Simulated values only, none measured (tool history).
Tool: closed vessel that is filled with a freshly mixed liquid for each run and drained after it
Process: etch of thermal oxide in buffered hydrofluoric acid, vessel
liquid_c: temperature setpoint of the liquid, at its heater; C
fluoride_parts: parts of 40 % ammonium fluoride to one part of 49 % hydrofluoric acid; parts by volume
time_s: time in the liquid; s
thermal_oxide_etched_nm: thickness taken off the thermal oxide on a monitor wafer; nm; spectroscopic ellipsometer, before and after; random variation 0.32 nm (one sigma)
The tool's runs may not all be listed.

run	hour	liquid_c	fluoride_parts	time_s	thermal_oxide_etched_nm
1	0	23	15.5	95	70.428
2	1.6	23	17	95	64.411
3	3.7	23	17	100	66.915
4	10.6	23	19.5	100	58.895
5	17.5	23	15.5	100	72.772
6	21.8	25	15.5	100	81.816
7	29.1	22.5	16.5	100	67.415
8	32	21	16.5	100	62.391

The next listed run, before its measurement:
9	33.9	20	16.5	100	?

thermal_oxide_etched_nm: 59.228 nm
